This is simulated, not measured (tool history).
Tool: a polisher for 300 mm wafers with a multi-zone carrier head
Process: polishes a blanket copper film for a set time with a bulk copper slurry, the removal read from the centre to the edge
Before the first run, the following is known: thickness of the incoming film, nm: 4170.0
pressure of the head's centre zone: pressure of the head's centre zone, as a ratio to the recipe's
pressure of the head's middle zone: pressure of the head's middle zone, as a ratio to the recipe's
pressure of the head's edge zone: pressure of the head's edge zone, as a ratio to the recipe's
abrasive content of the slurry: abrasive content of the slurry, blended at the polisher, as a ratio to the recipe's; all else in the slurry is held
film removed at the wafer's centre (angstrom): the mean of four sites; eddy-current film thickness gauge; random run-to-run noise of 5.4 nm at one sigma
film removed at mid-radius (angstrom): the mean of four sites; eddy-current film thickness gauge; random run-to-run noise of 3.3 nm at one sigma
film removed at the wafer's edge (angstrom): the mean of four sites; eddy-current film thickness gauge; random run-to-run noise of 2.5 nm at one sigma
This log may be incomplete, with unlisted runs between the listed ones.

| run | day | flow of slurry (ml/min) | pressure of the head's centre zone | pressure of the head's middle zone | pressure of the head's edge zone | abrasive content of the slurry | polishing time (s) | film removed at the wafer's centre (angstrom) | film removed at mid-radius (angstrom) | film removed at the wafer's edge (angstrom) |
|---|---|---|---|---|---|---|---|---|---|---|
| 1 | 0 | 310 | 1 | 1 | 1 | 1 | 75 | 5648.1 | 5816.7 | 5913.1 |
| 2 | 0.092 | 300 | 0.98 | 0.96 | 0.98 | 0.9 | 71 | 5052.4 | 5123.6 | 5318.5 |
| 3 | 0.325 | 300 | 0.98 | 0.96 | 0.98 | 0.9 | 60 | 4278.8 | 4366 | 4487.2 |
| 4 | 0.396 | 300 | 0.98 | 0.96 | 0.98 | 1 | 60 | 4509.1 | 4483.9 | 4588.4 |
| 5 | 0.588 | 380 | 0.98 | 0.96 | 0.98 | 1 | 60 | 4442.7 | 4488.2 | 4721.5 |
| 6 | 0.925 | 380 | 0.98 | 0.96 | 1.06 | 1 | 60 | 4588.2 | 4649.4 | 4853.5 |
| 7 | 0.996 | 380 | 0.97 | 0.93 | 1.02 | 0.95 | 60 | 4303.3 | 4452.4 | 4772.7 |
| 8 | 1.254 | 380 | 0.97 | 0.93 | 1.02 | 0.95 | 60 | 4427.3 | 4370.9 | 4787.4 |
| 9 | 1.283 | 365 | 0.96 | 0.91 | 0.98 | 0.9 | 60 | 4281.1 | 4184.7 | 4580.3 |
| 10 | 1.333 | 360 | 0.94 | 0.89 | 0.95 | 0.85 | 60 | 4096 | 4151.7 | 4475.1 |
| 11 | 1.383 | 365 | 0.95 | 0.87 | 0.95 | 0.8 | 59 | 4075.2 | 3932.8 | 4342.1 |
| 12 | 1.754 | 370 | 0.94 | 0.86 | 0.95 | 0.75 | 59 | 3918.9 | 3780.6 | 4252.6 |
| 13 | 2.046 | 370 | 0.93 | 0.85 | 0.94 | 0.7 | 59 | 3912.6 | 3718.6 | 4205.5 |

Expected results for the next run?
| 14 | 2.321 | 365 | 0.92 | 0.84 | 0.93 | 0.7 | 59 | ? | ? | ? |

film removed at the wafer's centre (angstrom): 3796.7
film removed at mid-radius (angstrom): 3635.5
film removed at the wafer's edge (angstrom): 4161.8

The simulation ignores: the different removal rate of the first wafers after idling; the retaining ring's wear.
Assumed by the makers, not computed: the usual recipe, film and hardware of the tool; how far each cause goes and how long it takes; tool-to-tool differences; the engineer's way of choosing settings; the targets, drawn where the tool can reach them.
